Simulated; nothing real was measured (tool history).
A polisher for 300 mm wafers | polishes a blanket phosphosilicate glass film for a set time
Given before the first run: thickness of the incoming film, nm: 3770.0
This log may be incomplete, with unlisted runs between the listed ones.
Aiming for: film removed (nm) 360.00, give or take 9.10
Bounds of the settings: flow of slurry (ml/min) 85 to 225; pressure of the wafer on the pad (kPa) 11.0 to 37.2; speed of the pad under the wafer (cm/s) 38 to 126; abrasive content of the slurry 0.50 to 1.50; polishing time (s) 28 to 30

| run | hour | flow of slurry (ml/min) | pressure of the wafer on the pad (kPa) | speed of the pad under the wafer (cm/s) | abrasive content of the slurry | polishing time (s) | film removed (nm) |
|---|---|---|---|---|---|---|---|
| 1 | 0.0 | 145 | 24.1 | 82 | 1.00 | 30 | 207.58 |
| 2 | 8.4 | 145 | 24.1 | 82 | 1.00 | 30 | 204.39 |
| 3 | 11.0 | 145 | 21.4 | 82 | 1.00 | 30 | 184.11 |
| 4 | 12.9 | 145 | 17.9 | 82 | 1.00 | 30 | 158.88 |
| 5 | 20.6 | 155 | 22.8 | 82 | 1.00 | 30 | 196.25 |
| 6 | 23.6 | 155 | 22.8 | 82 | 0.85 | 30 | 190.36 |
| 7 | 30.9 | 165 | 26.2 | 82 | 0.85 | 30 | 216.17 |
| 8 | 35.5 | 170 | 29.0 | 84 | 0.85 | 30 | 243.80 |
| 9 | 38.2 | 170 | 31.0 | 86 | 0.85 | 30 | 264.24 |
| 10 | 39.9 | 175 | 32.4 | 88 | 0.85 | 30 | 279.37 |
| 11 | 42.5 | 180 | 33.8 | 90 | 0.85 | 30 | 293.96 |
| 12 | 45.3 | 180 | 34.5 | 94 | 0.85 | 30 | 308.97 |
| 13 | 48.7 | 180 | 35.2 | 96 | 0.85 | 30 | 324.21 |
| 14 | 55.5 | 180 | 35.9 | 98 | 0.85 | 30 | 331.95 |
| 15 | 63.7 | 185 | 36.5 | 98 | 0.85 | 30 | 341.65 |
| 16 | 70.6 | 185 | 36.5 | 100 | 0.85 | 30 | 345.11 |

5 next moves are on the table. One of them brings every result within its allowed miss. Which?
| A | 77.5 | 225 | 34.5 | 126 | 0.70 | 30 | ? |
| B | 77.5 | 190 | 36.5 | 94 | 0.85 | 30 | ? |
| C | 77.5 | 205 | 33.8 | 102 | 0.85 | 30 | ? |
| D | 77.5 | 185 | 37.2 | 108 | 0.85 | 29 | ? |
| E | 77.5 | 190 | 35.9 | 100 | 0.90 | 28 | ? |

| move | film removed (nm) |
|---|---|
| A | 385.31 |
| B | 333.95 |
| C | 334.94 |
| D | 365.71 |
| E | 327.45 |
A: takes the result that was furthest off past its target
B: lands further from the targets than the last run did
C: lands further from the targets than the last run did
D: each result inside its tolerance
E: lands further from the targets than the last run did
Go with D: it meets all targets.
